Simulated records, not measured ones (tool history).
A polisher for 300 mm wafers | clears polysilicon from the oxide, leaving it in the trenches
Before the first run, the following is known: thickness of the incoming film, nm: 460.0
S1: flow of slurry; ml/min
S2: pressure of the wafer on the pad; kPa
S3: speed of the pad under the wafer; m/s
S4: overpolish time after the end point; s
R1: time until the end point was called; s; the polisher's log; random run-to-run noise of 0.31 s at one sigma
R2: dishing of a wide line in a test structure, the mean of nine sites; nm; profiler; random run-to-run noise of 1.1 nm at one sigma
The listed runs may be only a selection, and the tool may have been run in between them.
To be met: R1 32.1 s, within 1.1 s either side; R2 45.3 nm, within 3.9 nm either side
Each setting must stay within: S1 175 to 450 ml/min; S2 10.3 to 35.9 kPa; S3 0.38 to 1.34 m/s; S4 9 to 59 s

run	day	S1	S2	S3	S4	R1	R2
1	0	290	22.8	0.86	30	25.843	47.035
2	0.196	290	22.1	0.86	30	26.842	46.682
3	0.367	290	15.9	0.86	30	36.477	43.473
4	0.667	290	15.9	0.68	30	45.595	42.451
5	0.946	290	15.9	0.5	30	62.12	45.341
6	1.238	290	15.9	0.42	30	72.775	44.582
7	1.471	290	17.9	0.44	30	60.095	42.918
8	1.692	290	19.3	0.44	30	57.778	46.853
9	1.946	305	20.7	0.68	30	35.009	47.355

Consider the 5 candidate settings below. Which is the only one whose results all fall within their allowed miss of target?
A	2.2	390	20	0.7	25	?	?
B	2.2	305	18.6	0.64	39	?	?
C	2.2	280	24.8	0.62	21	?	?
D	2.2	335	20.7	0.8	25	?	?
E	2.2	265	25.5	0.54	32	?	?

move	R1	R2
A	34.575	46.692
B	41.214	46.712
C	32.437	46.663
D	29.768	46.708
E	36.261	46.71
A: closes in on the targets versus the last run, not all within tolerance yet
B: lands further from the targets than the last run did
C: every result lands within tolerance
D: takes the result that was furthest off past its target
E: lands further from the targets than the last run did
Correct choice: C, which meets every target

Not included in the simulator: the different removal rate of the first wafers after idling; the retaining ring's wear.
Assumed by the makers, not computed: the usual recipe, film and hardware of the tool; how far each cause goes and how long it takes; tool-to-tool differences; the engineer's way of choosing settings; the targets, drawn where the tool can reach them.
